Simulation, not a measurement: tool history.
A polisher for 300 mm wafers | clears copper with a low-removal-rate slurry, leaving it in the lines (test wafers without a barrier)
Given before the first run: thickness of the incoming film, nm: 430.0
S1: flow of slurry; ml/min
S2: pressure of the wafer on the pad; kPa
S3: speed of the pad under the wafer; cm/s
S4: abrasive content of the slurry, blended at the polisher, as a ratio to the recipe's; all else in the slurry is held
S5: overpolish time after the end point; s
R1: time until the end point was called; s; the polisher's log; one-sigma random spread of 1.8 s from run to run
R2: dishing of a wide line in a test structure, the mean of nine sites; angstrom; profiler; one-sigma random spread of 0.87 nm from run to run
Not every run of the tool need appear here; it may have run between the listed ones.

run	day	S1	S2	S3	S4	S5	R1	R2
1	0.000	160	16.5	116	1.00	26	181.79	447.31
2	0.329	160	16.5	116	1.00	16	181.59	290.44
3	0.617	135	16.5	116	1.00	16	182.81	283.80
4	0.800	135	16.5	116	1.00	27	185.28	444.05
5	1.038	135	16.5	116	1.10	27	184.68	449.03
6	1.100	135	16.5	116	1.20	27	182.58	447.18
7	1.429	135	16.5	116	1.20	29	181.82	475.19
8	1.675	135	17.2	116	1.20	31	172.81	507.61
9	1.825	135	17.2	118	1.15	33	171.44	549.78

Forecast run 10:
10	2.100	135	17.9	118	1.10	40	?	?

Run 10 yielded R1 164.74 s, R2 636.64 angstrom.
